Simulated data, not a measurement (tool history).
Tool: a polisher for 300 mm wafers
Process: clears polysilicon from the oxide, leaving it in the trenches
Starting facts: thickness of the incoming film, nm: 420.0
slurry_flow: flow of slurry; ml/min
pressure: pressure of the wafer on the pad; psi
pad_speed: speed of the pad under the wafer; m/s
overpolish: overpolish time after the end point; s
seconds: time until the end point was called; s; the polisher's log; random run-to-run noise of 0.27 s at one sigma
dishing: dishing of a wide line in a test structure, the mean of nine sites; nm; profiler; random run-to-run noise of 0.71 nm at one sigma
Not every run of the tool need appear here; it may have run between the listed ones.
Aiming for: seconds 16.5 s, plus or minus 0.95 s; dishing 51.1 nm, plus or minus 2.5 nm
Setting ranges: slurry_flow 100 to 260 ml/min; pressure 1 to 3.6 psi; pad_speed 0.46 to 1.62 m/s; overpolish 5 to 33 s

run 1 hour=0 | slurry_flow=165 pressure=2.3 pad_speed=1.04 overpolish=17 | seconds=22.869 dishing=63.968
run 2 hour=5.8 | slurry_flow=165 pressure=2.4 pad_speed=1.04 overpolish=14 | seconds=22.694 dishing=61.342
run 3 hour=9.3 | slurry_flow=165 pressure=2.7 pad_speed=1.02 overpolish=12 | seconds=20.71 dishing=61.263
run 4 hour=11.7 | slurry_flow=165 pressure=3 pad_speed=1.02 overpolish=12 | seconds=18.723 dishing=62.538
run 5 hour=15.2 | slurry_flow=200 pressure=3 pad_speed=1.02 overpolish=12 | seconds=18.672 dishing=64.386
run 6 hour=16.7 | slurry_flow=180 pressure=2.9 pad_speed=1.08 overpolish=10 | seconds=18.596 dishing=60.441
run 7 hour=24.5 | slurry_flow=165 pressure=2.8 pad_speed=1.14 overpolish=9 | seconds=18.771 dishing=59.777
run 8 hour=32.6 | slurry_flow=150 pressure=2.7 pad_speed=1.24 overpolish=8 | seconds=17.278 dishing=58.194
run 9 hour=40.2 | slurry_flow=140 pressure=2.5 pad_speed=1.32 overpolish=7 | seconds=17.344 dishing=57.467
run 10 hour=45.1 | slurry_flow=130 pressure=2.4 pad_speed=1.38 overpolish=7 | seconds=17.661 dishing=57.093

Next run, 5 choices. One meets every target within its allowed miss, the rest don't. Which?
run A hour=50 | slurry_flow=140 pressure=2.1 pad_speed=1.46 overpolish=8 | seconds=? dishing=?
run B hour=50 | slurry_flow=105 pressure=2.3 pad_speed=1.4 overpolish=8 | seconds=? dishing=?
run C hour=50 | slurry_flow=125 pressure=2.7 pad_speed=1.38 overpolish=7 | seconds=? dishing=?
run D hour=50 | slurry_flow=105 pressure=2.4 pad_speed=1.52 overpolish=5 | seconds=? dishing=?
run E hour=50 | slurry_flow=115 pressure=2.3 pad_speed=1.44 overpolish=8 | seconds=? dishing=?

move=A seconds=18.597 dishing=58.028
move=B seconds=19.144 dishing=57.553
move=C seconds=16.574 dishing=57.729
move=D seconds=17.106 dishing=50.557
move=E seconds=18.275 dishing=58.307
A: the biggest miss grows against the last run
B: the biggest miss grows against the last run
C: the biggest miss grows against the last run
D: each result inside its tolerance
E: the biggest miss grows against the last run
Go with D: it meets all targets.
